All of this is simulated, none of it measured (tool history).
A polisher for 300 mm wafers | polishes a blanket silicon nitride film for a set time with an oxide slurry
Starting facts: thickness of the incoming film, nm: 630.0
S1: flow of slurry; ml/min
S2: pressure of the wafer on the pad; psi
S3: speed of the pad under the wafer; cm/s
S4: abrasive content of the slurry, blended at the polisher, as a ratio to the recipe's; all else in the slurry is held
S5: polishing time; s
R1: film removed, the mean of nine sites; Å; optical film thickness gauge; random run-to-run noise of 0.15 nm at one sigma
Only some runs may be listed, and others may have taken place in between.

run  hour   S1   S2   S3   S4  S5      R1
  1   0.0  155  2.3  104  1.0  83  280.79
  2   7.2  150  2.2  104  1.0  83  263.93
  3  11.6  170  2.2  104  1.0  83  270.79
  4  14.2  185  2.2  104  1.0  83  271.54
  5  16.0  185  2.1  104  1.0  83  262.98
  6  20.9  180  2.0  104  1.0  83  254.78
  7  27.6  175  1.9  104  1.0  83  241.57

For run 8, what comes out?
  8  29.9  170  1.8  104  1.0  83   ?

{"run 8": {"R1": 230.95}}

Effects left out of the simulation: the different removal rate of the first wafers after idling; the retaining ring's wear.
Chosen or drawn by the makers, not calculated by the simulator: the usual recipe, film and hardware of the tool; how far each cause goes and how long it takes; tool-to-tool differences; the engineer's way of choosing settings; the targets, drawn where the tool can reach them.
